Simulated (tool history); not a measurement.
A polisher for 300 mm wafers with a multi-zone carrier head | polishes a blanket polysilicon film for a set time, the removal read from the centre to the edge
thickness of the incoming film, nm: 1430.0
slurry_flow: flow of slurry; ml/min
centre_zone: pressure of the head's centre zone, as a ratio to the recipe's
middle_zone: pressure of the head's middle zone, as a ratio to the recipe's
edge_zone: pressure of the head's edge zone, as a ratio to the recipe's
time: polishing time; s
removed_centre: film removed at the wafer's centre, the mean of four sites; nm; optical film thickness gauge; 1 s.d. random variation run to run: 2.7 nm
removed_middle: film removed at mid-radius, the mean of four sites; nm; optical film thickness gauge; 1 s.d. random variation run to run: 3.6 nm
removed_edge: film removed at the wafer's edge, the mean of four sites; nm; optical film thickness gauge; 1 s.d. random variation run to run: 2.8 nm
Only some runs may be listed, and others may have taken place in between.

run 1 day=0 | slurry_flow=125 centre_zone=1 middle_zone=1 edge_zone=1 time=57 | removed_centre=420.28 removed_middle=406.56 removed_edge=414.09
run 2 day=0.171 | slurry_flow=125 centre_zone=0.99 middle_zone=1 edge_zone=0.98 time=53 | removed_centre=382.05 removed_middle=387.83 removed_edge=383.74
run 3 day=0.317 | slurry_flow=125 centre_zone=1 middle_zone=0.99 edge_zone=0.97 time=49 | removed_centre=354.43 removed_middle=354.6 removed_edge=350.12
run 4 day=0.567 | slurry_flow=125 centre_zone=1 middle_zone=0.95 edge_zone=0.97 time=49 | removed_centre=353.64 removed_middle=346.24 removed_edge=342.69
run 5 day=0.846 | slurry_flow=120 centre_zone=0.99 middle_zone=0.93 edge_zone=0.96 time=47 | removed_centre=335.33 removed_middle=323.7 removed_edge=334.05
run 6 day=0.879 | slurry_flow=100 centre_zone=0.99 middle_zone=0.93 edge_zone=0.96 time=47 | removed_centre=314.94 removed_middle=310.73 removed_edge=323.12
run 7 day=0.967 | slurry_flow=100 centre_zone=0.99 middle_zone=0.93 edge_zone=0.94 time=45 | removed_centre=298.22 removed_middle=299.37 removed_edge=301.79
run 8 day=1.017 | slurry_flow=100 centre_zone=0.99 middle_zone=0.92 edge_zone=0.92 time=44 | removed_centre=297.69 removed_middle=275.8 removed_edge=286.21
run 9 day=1.362 | slurry_flow=100 centre_zone=0.97 middle_zone=0.94 edge_zone=0.91 time=44 | removed_centre=284.12 removed_middle=283.65 removed_edge=291.23
run 10 day=1.558 | slurry_flow=100 centre_zone=1.01 middle_zone=0.99 edge_zone=0.81 time=33 | removed_centre=225.25 removed_middle=223.6 removed_edge=210.59
run 11 day=1.8 | slurry_flow=105 centre_zone=1 middle_zone=0.99 edge_zone=0.82 time=33 | removed_centre=223.02 removed_middle=225.51 removed_edge=212.47
run 12 day=1.946 | slurry_flow=110 centre_zone=1 middle_zone=0.99 edge_zone=0.83 time=33 | removed_centre=231.34 removed_middle=229.76 removed_edge=219.05
run 13 day=2.258 | slurry_flow=115 centre_zone=1 middle_zone=0.99 edge_zone=0.84 time=33 | removed_centre=233.53 removed_middle=236.35 removed_edge=222.68
run 14 day=2.617 | slurry_flow=115 centre_zone=1 middle_zone=0.99 edge_zone=0.84 time=33 | removed_centre=230.15 removed_middle=240.11 removed_edge=221.91
run 15 day=2.942 | slurry_flow=115 centre_zone=1 middle_zone=0.98 edge_zone=0.85 time=33 | removed_centre=238.41 removed_middle=234.41 removed_edge=217.2
run 16 day=3.217 | slurry_flow=115 centre_zone=1 middle_zone=0.98 edge_zone=0.86 time=33 | removed_centre=235.19 removed_middle=231.84 removed_edge=219.88
run 17 day=3.279 | slurry_flow=115 centre_zone=0.99 middle_zone=0.98 edge_zone=0.87 time=33 | removed_centre=232.71 removed_middle=231.93 removed_edge=221.17
run 18 day=3.467 | slurry_flow=115 centre_zone=0.99 middle_zone=0.98 edge_zone=0.88 time=33 | removed_centre=229.46 removed_middle=227.76 removed_edge=227.41
run 19 day=3.604 | slurry_flow=120 centre_zone=0.99 middle_zone=0.99 edge_zone=0.88 time=33 | removed_centre=239.46 removed_middle=235.83 removed_edge=224.28

What does the tool deliver on the next run?
run 20 day=3.954 | slurry_flow=120 centre_zone=0.98 middle_zone=1 edge_zone=0.89 time=33 | removed_centre=? removed_middle=? removed_edge=?

Run 20 yielded removed_centre 230.57 nm, removed_middle 244.18 nm, removed_edge 226.1 nm.

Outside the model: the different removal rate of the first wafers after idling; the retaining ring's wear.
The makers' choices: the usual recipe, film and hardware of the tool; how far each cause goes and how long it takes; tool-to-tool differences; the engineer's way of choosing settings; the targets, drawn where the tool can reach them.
